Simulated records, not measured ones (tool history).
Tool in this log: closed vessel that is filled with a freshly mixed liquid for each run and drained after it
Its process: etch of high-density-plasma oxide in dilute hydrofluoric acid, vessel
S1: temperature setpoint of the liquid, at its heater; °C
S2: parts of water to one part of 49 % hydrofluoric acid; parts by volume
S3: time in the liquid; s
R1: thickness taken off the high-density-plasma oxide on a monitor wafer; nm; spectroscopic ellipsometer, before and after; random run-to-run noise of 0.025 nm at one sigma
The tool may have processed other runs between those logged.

{"run": 1, "hour": 0.0, "S1": 25.0, "S2": 245, "S3": 145, "R1": 2.2918}
{"run": 2, "hour": 6.6, "S1": 26.0, "S2": 230, "S3": 145, "R1": 2.5936}
{"run": 3, "hour": 8.7, "S1": 26.0, "S2": 285, "S3": 145, "R1": 1.955}
{"run": 4, "hour": 10.0, "S1": 24.0, "S2": 285, "S3": 145, "R1": 1.8265}
{"run": 5, "hour": 14.3, "S1": 24.0, "S2": 285, "S3": 145, "R1": 1.8186}
{"hour": 18.4, "done": "hydrofluoric acid flow meter replaced"}
{"run": 6, "hour": 18.4, "S1": 25.0, "S2": 265, "S3": 145, "R1": 2.4228}
{"run": 7, "hour": 23.1, "S1": 26.0, "S2": 250, "S3": 145, "R1": 2.6908}
{"run": 8, "hour": 24.2, "S1": 26.5, "S2": 245, "S3": 145, "R1": 2.8036}
{"run": 9, "hour": 24.7, "S1": 27.0, "S2": 240, "S3": 145, "R1": 2.9342}
{"run": 10, "hour": 25.9, "S1": 27.5, "S2": 235, "S3": 145, "R1": 3.0447}
{"run": 11, "hour": 31.8, "S1": 28.0, "S2": 225, "S3": 145, "R1": 3.2953}
{"run": 12, "hour": 39.2, "S1": 28.5, "S2": 215, "S3": 145, "R1": 3.5255}
{"run": 13, "hour": 42.9, "S1": 29.0, "S2": 205, "S3": 145, "R1": 3.7929}
{"run": 14, "hour": 47.9, "S1": 29.5, "S2": 200, "S3": 145, "R1": 4.0113}
{"run": 15, "hour": 51.9, "S1": 30.0, "S2": 195, "S3": 145, "R1": 4.1958}
{"run": 16, "hour": 58.5, "S1": 30.5, "S2": 190, "S3": 145, "R1": 4.4252}
{"run": 17, "hour": 60.6, "S1": 31.0, "S2": 185, "S3": 145, "R1": 4.6666}

Forecast run 18:
{"run": 18, "hour": 68.3, "S1": 31.0, "S2": 180, "S3": 145, "R1": "?"}

R1: 4.8289 nm
